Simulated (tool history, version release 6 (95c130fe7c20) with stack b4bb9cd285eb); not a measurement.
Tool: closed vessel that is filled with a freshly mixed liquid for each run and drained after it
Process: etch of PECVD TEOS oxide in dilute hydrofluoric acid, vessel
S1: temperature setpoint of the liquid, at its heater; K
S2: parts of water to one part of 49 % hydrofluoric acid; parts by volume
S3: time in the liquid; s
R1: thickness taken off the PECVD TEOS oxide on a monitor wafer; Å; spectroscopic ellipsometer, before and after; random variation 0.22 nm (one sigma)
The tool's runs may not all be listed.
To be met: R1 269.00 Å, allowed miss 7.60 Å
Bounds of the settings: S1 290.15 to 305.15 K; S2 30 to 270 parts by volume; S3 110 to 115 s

| run | day | S1 | S2 | S3 | R1 |
|---|---|---|---|---|---|
| 1 | 0.000 | 297.15 | 150 | 110 | 119.23 |
| 2 | 0.358 | 299.15 | 135 | 110 | 145.37 |
| 3 | 0.396 | 300.65 | 120 | 110 | 178.56 |
| 4 | 0.633 | 299.15 | 120 | 110 | 166.62 |
| 5 | 0.854 | 300.65 | 115 | 110 | 185.83 |
| 6 | 0.971 | 301.65 | 110 | 110 | 203.86 |
| 7 | 1.312 | 302.65 | 105 | 110 | 221.41 |
| 8 | 1.642 | 303.15 | 100 | 110 | 240.00 |
| 9 | 1.975 | 303.65 | 100 | 110 | 246.49 |
| 10 | 2.083 | 304.15 | 100 | 110 | 254.22 |
| 11 | 2.358 | 304.15 | 100 | 110 | 248.86 |
| 12 | 2.558 | 304.65 | 100 | 110 | 255.31 |
| 13 | 2.812 | 305.15 | 100 | 110 | 260.76 |

5 next moves are on the table. One of them brings every result within its allowed miss. Which?
| A | 3.067 | 300.15 | 80 | 115 | ? |
| B | 3.067 | 305.15 | 105 | 115 | ? |
| C | 3.067 | 305.15 | 100 | 115 | ? |
| D | 3.067 | 297.65 | 85 | 115 | ? |
| E | 3.067 | 303.65 | 100 | 110 | ? |

| move | R1 |
|---|---|
| A | 292.16 |
| B | 259.71 |
| C | 274.71 |
| D | 247.47 |
| E | 248.56 |
A: takes the result that was furthest off past its target
B: further off than the last run
C: meets every target
D: further off than the last run
E: further off than the last run
The right move is C.
